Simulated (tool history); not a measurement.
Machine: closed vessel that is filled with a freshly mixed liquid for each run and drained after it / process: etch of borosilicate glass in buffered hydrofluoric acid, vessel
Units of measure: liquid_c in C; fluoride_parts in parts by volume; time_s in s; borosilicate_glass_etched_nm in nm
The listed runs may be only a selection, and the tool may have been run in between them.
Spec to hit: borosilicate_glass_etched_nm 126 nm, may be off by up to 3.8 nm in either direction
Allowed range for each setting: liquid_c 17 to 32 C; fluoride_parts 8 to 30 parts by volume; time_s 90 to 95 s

run 1 hour=0 | liquid_c=24 fluoride_parts=22.5 time_s=90 | borosilicate_glass_etched_nm=53.565
run 2 hour=1.9 | liquid_c=25 fluoride_parts=21 time_s=90 | borosilicate_glass_etched_nm=60.123
run 3 hour=9.7 | liquid_c=25 fluoride_parts=21 time_s=95 | borosilicate_glass_etched_nm=62.286
run 4 hour=17.4 | liquid_c=25 fluoride_parts=21 time_s=95 | borosilicate_glass_etched_nm=62.561
run 5 hour=21.5 | liquid_c=25 fluoride_parts=21 time_s=90 | borosilicate_glass_etched_nm=58.916
run 6 hour=26.1 | liquid_c=27 fluoride_parts=21 time_s=90 | borosilicate_glass_etched_nm=64.765
run 7 hour=32.9 | liquid_c=27.5 fluoride_parts=19.5 time_s=90 | borosilicate_glass_etched_nm=72.196
run 8 hour=37.7 | liquid_c=31.5 fluoride_parts=12.5 time_s=90 | borosilicate_glass_etched_nm=139.09
run 9 hour=45.8 | liquid_c=30.5 fluoride_parts=12.5 time_s=90 | borosilicate_glass_etched_nm=131.07

Exercise: of the 5 proposed moves below, exactly one satisfies all targets within the stated allowed misses. Which move is it?
run A hour=53.9 | liquid_c=31.5 fluoride_parts=12.5 time_s=90 | borosilicate_glass_etched_nm=?
run B hour=53.9 | liquid_c=31.5 fluoride_parts=13.5 time_s=95 | borosilicate_glass_etched_nm=?
run C hour=53.9 | liquid_c=27.5 fluoride_parts=11 time_s=95 | borosilicate_glass_etched_nm=?
run D hour=53.9 | liquid_c=30 fluoride_parts=12.5 time_s=95 | borosilicate_glass_etched_nm=?
run E hour=53.9 | liquid_c=30.5 fluoride_parts=13 time_s=90 | borosilicate_glass_etched_nm=?

move=A borosilicate_glass_etched_nm=137.58
move=B borosilicate_glass_etched_nm=134.63
move=C borosilicate_glass_etched_nm=133.86
move=D borosilicate_glass_etched_nm=134.43
move=E borosilicate_glass_etched_nm=125.74
A: lands further from the targets than the last run did
B: lands further from the targets than the last run did
C: lands further from the targets than the last run did
D: lands further from the targets than the last run did
E: every result lands within tolerance
Correct choice: E, which meets every target

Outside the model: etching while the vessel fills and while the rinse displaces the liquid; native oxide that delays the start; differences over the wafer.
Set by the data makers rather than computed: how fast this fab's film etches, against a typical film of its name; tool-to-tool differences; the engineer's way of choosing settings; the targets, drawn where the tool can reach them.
